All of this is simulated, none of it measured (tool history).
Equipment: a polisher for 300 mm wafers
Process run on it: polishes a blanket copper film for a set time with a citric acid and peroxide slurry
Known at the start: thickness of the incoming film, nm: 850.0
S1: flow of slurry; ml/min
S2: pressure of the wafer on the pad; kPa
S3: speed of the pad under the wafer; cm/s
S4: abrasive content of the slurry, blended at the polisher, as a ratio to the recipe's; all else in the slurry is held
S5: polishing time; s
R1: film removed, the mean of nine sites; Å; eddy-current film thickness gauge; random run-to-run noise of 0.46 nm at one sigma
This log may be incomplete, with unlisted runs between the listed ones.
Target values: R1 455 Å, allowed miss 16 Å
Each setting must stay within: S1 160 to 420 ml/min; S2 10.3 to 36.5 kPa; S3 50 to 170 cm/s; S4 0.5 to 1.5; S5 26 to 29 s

run,hour,S1,S2,S3,S4,S5,R1
1,0,270,23.4,110,1,29,838.06
2,1.2,270,23.4,110,0.8,29,818
3,6.2,270,23.4,90,0.8,29,659.88
4,15,270,22.1,90,0.8,29,623.92
5,19.9,210,22.1,90,0.8,29,607.34
6,21.7,210,22.1,90,0.8,29,613.56
7,26.6,210,21.4,90,0.8,29,599.31
8,31.7,210,20.7,90,0.8,29,569.9
9,38.6,210,20,90,0.8,29,557.54
10,45.6,210,19.3,90,0.8,29,544.64
11,52,210,18.6,90,0.8,29,521.51
12,59.2,210,17.9,90,0.8,29,506.71

Which single option among these 5 for the next run brings every result within its allowed miss of target? Just one does.
A,66.4,200,18.6,86,0.8,29,?
B,66.4,165,22.8,86,0.8,29,?
C,66.4,220,21.4,88,0.9,26,?
D,66.4,315,17.2,88,0.95,26,?
E,66.4,240,19.3,92,0.8,29,?

move,R1
A,487.6
B,571.6
C,528.13
D,451.95
E,552.47
A: better than the last run, though not everything is in spec
B: its largest miss is bigger than the last run's
C: its largest miss is bigger than the last run's
D: all results in spec
E: its largest miss is bigger than the last run's
D meets every target.

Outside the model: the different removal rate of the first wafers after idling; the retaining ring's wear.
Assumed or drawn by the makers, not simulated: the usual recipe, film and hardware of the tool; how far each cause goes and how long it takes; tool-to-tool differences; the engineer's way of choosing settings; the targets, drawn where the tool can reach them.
